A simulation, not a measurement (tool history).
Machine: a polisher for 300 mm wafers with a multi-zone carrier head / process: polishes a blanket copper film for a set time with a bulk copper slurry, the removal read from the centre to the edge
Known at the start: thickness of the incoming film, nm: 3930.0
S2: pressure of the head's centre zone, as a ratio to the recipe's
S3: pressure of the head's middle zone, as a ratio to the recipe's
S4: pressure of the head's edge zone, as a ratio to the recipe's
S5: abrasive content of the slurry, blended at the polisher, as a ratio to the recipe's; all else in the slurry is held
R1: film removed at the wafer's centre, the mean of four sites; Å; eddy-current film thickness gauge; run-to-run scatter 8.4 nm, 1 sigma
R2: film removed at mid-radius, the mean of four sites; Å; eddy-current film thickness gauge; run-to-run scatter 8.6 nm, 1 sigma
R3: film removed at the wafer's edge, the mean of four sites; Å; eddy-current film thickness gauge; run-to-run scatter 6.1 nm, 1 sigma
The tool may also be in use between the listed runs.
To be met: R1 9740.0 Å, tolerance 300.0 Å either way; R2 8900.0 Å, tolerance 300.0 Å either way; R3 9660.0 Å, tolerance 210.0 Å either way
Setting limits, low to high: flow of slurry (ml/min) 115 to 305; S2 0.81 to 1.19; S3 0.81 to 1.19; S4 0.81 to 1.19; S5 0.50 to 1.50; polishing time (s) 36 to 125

Run 1, day 0.000: flow of slurry (ml/min) 195, S2 1.00, S3 1.00, S4 1.00, S5 1.00, polishing time (s) 80. Result: R1 6269.6 Å, R2 7102.8 Å, R3 6964.3 Å.
Run 2, day 0.283: flow of slurry (ml/min) 195, S2 1.05, S3 1.00, S4 1.00, S5 1.00, polishing time (s) 80. Result: R1 6553.4 Å, R2 7134.4 Å, R3 7022.9 Å.
Run 3, day 0.567: flow of slurry (ml/min) 195, S2 1.05, S3 1.00, S4 1.00, S5 1.15, polishing time (s) 80. Result: R1 6640.0 Å, R2 7145.9 Å, R3 7063.6 Å.
Run 4, day 0.783: flow of slurry (ml/min) 195, S2 1.05, S3 1.00, S4 1.00, S5 1.25, polishing time (s) 80. Result: R1 6756.4 Å, R2 7465.3 Å, R3 7285.6 Å.
Run 5, day 0.925: flow of slurry (ml/min) 195, S2 1.05, S3 1.00, S4 0.93, S5 1.25, polishing time (s) 80. Result: R1 6817.0 Å, R2 7422.9 Å, R3 6991.5 Å.
Run 6, day 1.279: flow of slurry (ml/min) 205, S2 1.07, S3 0.99, S4 0.95, S5 1.30, polishing time (s) 82. Result: R1 7208.3 Å, R2 7638.5 Å, R3 7392.9 Å.
Run 7, day 1.592: flow of slurry (ml/min) 215, S2 1.09, S3 0.99, S4 0.97, S5 1.35, polishing time (s) 83. Result: R1 7611.7 Å, R2 7861.3 Å, R3 7496.6 Å.
Run 8, day 1.688: flow of slurry (ml/min) 215, S2 1.10, S3 0.98, S4 0.99, S5 1.35, polishing time (s) 85. Result: R1 7702.0 Å, R2 7853.5 Å, R3 7769.3 Å.
At day 1.800: centre zone pressure recalibrated.
Run 9, day 1.800: flow of slurry (ml/min) 220, S2 1.11, S3 0.98, S4 1.01, S5 1.35, polishing time (s) 87. Result: R1 9026.0 Å, R2 8291.9 Å, R3 8141.2 Å.
Run 10, day 1.879: flow of slurry (ml/min) 200, S2 1.01, S3 0.92, S4 1.11, S5 1.50, polishing time (s) 93. Result: R1 8910.0 Å, R2 8234.6 Å, R3 9110.1 Å.
Run 11, day 2.179: flow of slurry (ml/min) 210, S2 1.01, S3 0.92, S4 1.12, S5 1.50, polishing time (s) 93. Result: R1 8864.0 Å, R2 8440.9 Å, R3 9205.7 Å.
Run 12, day 2.246: flow of slurry (ml/min) 210, S2 1.01, S3 0.92, S4 1.12, S5 1.50, polishing time (s) 93. Result: R1 9114.7 Å, R2 8228.9 Å, R3 9261.4 Å.
Run 13, day 2.288: flow of slurry (ml/min) 215, S2 1.01, S3 0.93, S4 1.12, S5 1.50, polishing time (s) 93. Result: R1 8908.6 Å, R2 8568.4 Å, R3 9232.9 Å.
Run 14, day 2.504: flow of slurry (ml/min) 220, S2 1.01, S3 0.93, S4 1.13, S5 1.50, polishing time (s) 93. Result: R1 9012.2 Å, R2 8388.4 Å, R3 9233.2 Å.
Run 15, day 2.842: flow of slurry (ml/min) 220, S2 1.01, S3 0.93, S4 1.13, S5 1.50, polishing time (s) 93. Result: R1 9034.0 Å, R2 8437.2 Å, R3 9313.5 Å.

Next run, 4 choices. One meets every target within its allowed miss, the rest don't. Which?
Run A, day 3.179: flow of slurry (ml/min) 305, S2 1.12, S3 0.95, S4 1.18, S5 1.50, polishing time (s) 93. Result: R1 ?, R2 ?, R3 ?.
Run B, day 3.179: flow of slurry (ml/min) 245, S2 1.02, S3 0.91, S4 1.06, S5 1.45, polishing time (s) 100. Result: R1 ?, R2 ?, R3 ?.
Run C, day 3.179: flow of slurry (ml/min) 185, S2 0.99, S3 0.94, S4 1.15, S5 1.35, polishing time (s) 106. Result: R1 ?, R2 ?, R3 ?.
Run D, day 3.179: flow of slurry (ml/min) 210, S2 1.03, S3 0.95, S4 1.10, S5 1.45, polishing time (s) 105. Result: R1 ?, R2 ?, R3 ?.

move       R1      R2       R3
   A  10178.0  8794.2   9665.9
   B   9665.6  8881.2   9704.6
   C   9473.2  9246.6  10262.0
   D  10070.0  9510.4  10223.0
A: the result that was furthest off in the last run now lies on the other side of its target
B: each result inside its tolerance
C: brings the last run's worst result on target, with another outside its allowed miss
D: the result that was furthest off in the last run now lies on the other side of its target
Correct choice: B, which meets every target

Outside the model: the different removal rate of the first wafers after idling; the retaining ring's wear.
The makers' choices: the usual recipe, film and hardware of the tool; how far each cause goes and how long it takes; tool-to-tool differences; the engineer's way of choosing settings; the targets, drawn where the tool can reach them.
